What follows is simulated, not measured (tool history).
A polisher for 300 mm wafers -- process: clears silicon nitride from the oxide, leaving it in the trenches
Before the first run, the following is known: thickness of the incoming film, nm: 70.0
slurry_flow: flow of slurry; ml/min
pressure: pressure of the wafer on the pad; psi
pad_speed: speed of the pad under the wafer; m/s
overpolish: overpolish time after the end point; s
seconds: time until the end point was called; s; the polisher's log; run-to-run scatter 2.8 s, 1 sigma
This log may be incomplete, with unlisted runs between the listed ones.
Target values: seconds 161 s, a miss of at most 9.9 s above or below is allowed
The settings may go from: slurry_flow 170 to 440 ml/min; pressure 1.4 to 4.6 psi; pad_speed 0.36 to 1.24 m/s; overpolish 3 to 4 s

run  hour  slurry_flow  pressure  pad_speed  overpolish  seconds
  1     0          280         3        0.8           4   69.116
  2   2.9          335         3        0.8           4   70.307
  3   8.2          335       2.4        0.8           4   84.964
  4  15.7          335       2.8        0.8           4   75.207
  5  18.8          335       2.4       0.72           4   96.273
  6  26.1          335       2.1       0.68           4   114.32
  7  27.6          335       1.9       0.66           4   128.62
  8  30.5          335       1.8       0.64           4      143
  9  39.5          335       1.7       0.64           4   152.85

Of the 4 settings listed for the next run, only one would bring every result within its allowed miss of target. Which one?
  A  48.5          330       1.5       0.74           3        ?
  B  48.5          440         2       0.48           4        ?
  C  48.5          345       1.8       0.66           4        ?
  D  48.5          340       1.8       0.66           4        ?

move  seconds
   A   146.28
   B   165.53
   C   137.04
   D   137.18
A: the biggest miss grows against the last run
B: all results land within tolerance of their targets
C: the biggest miss grows against the last run
D: the biggest miss grows against the last run
B meets every target.
